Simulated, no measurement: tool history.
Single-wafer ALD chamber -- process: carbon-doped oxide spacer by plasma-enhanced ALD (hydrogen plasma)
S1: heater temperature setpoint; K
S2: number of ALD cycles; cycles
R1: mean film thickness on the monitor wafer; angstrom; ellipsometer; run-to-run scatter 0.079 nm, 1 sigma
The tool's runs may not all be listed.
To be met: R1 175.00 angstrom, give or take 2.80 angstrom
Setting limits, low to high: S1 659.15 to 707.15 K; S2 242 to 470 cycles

run  hour      S1   S2      R1
  1   0.0  683.15  356  204.04
  2   1.0  686.15  348  198.22
  3   4.6  696.15  348  192.11
  4  13.1  702.15  348  188.26
  5  14.4  702.15  307  165.85
  6  16.8  707.15  307  164.14
  7  20.1  695.15  323  178.45
  8  25.3  696.15  322  176.57

5 candidate next runs follow, results not yet known. Just one meets every target within its allowed miss. Identify it.
  A  30.5  698.15  329   ?
  B  30.5  704.15  326   ?
  C  30.5  695.15  323   ?
  D  30.5  694.15  327   ?
  E  30.5  695.15  324   ?

move      R1
   A  181.58
   B  176.56
   C  179.94
   D  182.73
   E  180.49
A: misses by more than the last run did
B: all results land within tolerance of their targets
C: misses by more than the last run did
D: misses by more than the last run did
E: misses by more than the last run did
Answer: B
